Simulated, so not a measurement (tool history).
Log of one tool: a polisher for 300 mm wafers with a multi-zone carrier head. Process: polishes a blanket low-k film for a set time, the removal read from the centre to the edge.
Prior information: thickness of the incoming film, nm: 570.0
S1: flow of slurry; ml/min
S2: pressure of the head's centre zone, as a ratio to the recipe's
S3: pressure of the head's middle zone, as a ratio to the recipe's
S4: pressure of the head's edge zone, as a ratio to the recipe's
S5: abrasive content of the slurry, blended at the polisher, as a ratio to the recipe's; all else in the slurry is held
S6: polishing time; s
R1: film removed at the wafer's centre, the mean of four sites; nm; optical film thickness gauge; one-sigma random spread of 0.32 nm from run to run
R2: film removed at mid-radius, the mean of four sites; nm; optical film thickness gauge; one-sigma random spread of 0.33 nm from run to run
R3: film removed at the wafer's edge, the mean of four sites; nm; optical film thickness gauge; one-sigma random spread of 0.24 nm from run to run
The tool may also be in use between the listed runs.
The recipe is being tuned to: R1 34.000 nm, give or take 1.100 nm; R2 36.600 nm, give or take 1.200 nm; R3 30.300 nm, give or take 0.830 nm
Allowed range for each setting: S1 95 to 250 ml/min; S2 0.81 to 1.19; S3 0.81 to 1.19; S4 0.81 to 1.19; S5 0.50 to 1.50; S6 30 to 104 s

run	day	S1	S2	S3	S4	S5	S6	R1	R2	R3
1	0.000	160	1.00	1.00	1.00	1.00	67	28.120	28.116	27.617
2	0.333	175	1.02	1.05	1.01	1.00	67	29.212	29.437	28.272
3	0.388	175	1.02	1.05	1.01	1.00	56	24.331	25.139	23.217
4	0.550	190	1.04	1.09	1.01	1.15	56	27.191	27.485	25.373
5	0.738	200	1.03	1.12	0.97	1.25	57	28.538	29.310	25.847
6	0.921	200	1.03	1.08	0.97	1.25	57	28.409	28.955	26.360
7	1.000	245	1.02	1.18	0.98	1.50	59	31.997	35.699	29.784
8	1.175	245	1.03	1.18	0.98	1.50	59	32.283	35.377	29.542

4 next moves are on the table. One of them brings every result within its allowed miss. Which?
A	1.350	250	1.03	1.19	0.91	1.50	59	?	?	?
B	1.350	225	1.05	1.18	0.93	1.35	65	?	?	?
C	1.350	245	1.11	1.07	0.97	1.45	60	?	?	?
D	1.350	205	0.97	1.14	0.94	1.50	63	?	?	?

move	R1	R2	R3
A	32.139	36.021	29.008
B	34.208	37.422	30.703
C	34.691	33.423	29.917
D	31.402	36.364	30.825
A: misses by more than the last run did
B: all results in spec
C: brings the last run's worst result on target, with another outside its allowed miss
D: misses by more than the last run did
Answer: B
